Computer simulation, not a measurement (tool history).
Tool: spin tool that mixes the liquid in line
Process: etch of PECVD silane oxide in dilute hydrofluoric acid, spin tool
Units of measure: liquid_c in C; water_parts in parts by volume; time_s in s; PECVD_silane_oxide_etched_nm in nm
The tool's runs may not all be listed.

run	day	liquid_c	water_parts	time_s	PECVD_silane_oxide_etched_nm
1	0	23	140	45	4.2438
2	0.271	23	140	45	4.2188
3	0.404	23	140	35	3.2769
4	0.721	23.5	140	35	3.3286
5	1.083	23.5	100	35	4.9012
6	1.275	23.5	50	35	10.376
7	1.604	21.5	75	35	6.2188
8	1.792	20	80	35	5.4396

The next listed run, before its measurement:
9	1.967	19	85	35	?

Run 9 came out at PECVD_silane_oxide_etched_nm 4.8488 nm.

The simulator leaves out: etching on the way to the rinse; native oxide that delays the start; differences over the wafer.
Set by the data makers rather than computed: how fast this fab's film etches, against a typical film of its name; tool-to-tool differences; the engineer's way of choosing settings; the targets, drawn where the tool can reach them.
